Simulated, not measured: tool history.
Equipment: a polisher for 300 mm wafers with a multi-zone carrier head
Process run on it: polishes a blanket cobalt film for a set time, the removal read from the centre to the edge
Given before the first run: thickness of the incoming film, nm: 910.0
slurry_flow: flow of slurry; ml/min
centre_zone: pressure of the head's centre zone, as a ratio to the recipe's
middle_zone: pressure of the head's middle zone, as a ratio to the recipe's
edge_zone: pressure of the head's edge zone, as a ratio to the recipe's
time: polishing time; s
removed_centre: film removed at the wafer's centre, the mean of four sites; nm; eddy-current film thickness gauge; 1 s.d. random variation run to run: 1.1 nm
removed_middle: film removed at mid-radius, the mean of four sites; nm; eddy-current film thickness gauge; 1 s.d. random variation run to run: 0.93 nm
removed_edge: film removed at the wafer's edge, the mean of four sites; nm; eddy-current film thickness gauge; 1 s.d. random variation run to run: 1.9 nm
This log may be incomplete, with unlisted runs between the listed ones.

run	day	slurry_flow	centre_zone	middle_zone	edge_zone	time	removed_centre	removed_middle	removed_edge
1	0	290	1	1	1	66	166.26	175.24	170.63
2	0.196	285	0.96	0.96	0.97	63	152.43	158.97	157
3	0.254	275	0.92	0.94	0.96	61	139.35	153.91	150.08
4	0.621	330	0.92	0.94	0.96	61	142.79	157.37	157.42
5	0.825	285	0.92	0.94	0.96	61	141.1	153.91	154.27
6	0.896	270	0.9	0.91	0.93	60	135.57	147.68	146.29
7	0.988	260	0.88	0.89	0.92	59	127.13	140.76	144.46

Run 8 is up next; what results do you expect?
8	1.162	250	0.88	0.88	0.9	58	?	?	?

{"run 8": {"removed_centre": 125.71, "removed_middle": 138.18, "removed_edge": 140.11}}
